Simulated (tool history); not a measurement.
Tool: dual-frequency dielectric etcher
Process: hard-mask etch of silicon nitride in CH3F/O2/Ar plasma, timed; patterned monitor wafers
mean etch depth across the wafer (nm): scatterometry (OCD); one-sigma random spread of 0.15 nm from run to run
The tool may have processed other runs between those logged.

run  hour  source power (W)  bias power (W)  etch time (s)  mean etch depth across the wafer (nm)
  1   0.0               330              83             93                                 67.932
  2   2.5               330              74             93                                 66.110
  3  11.2               330              74             86                                 61.741
  4  19.9               310              74             86                                 59.966
  5  26.3               310              74             86                                 59.706
  6  35.2               310              89             86                                 62.428

Estimate the outcome of run 7 from the log above:
  7  37.9               300              88             86                                      ?

mean etch depth across the wafer (nm): 61.609
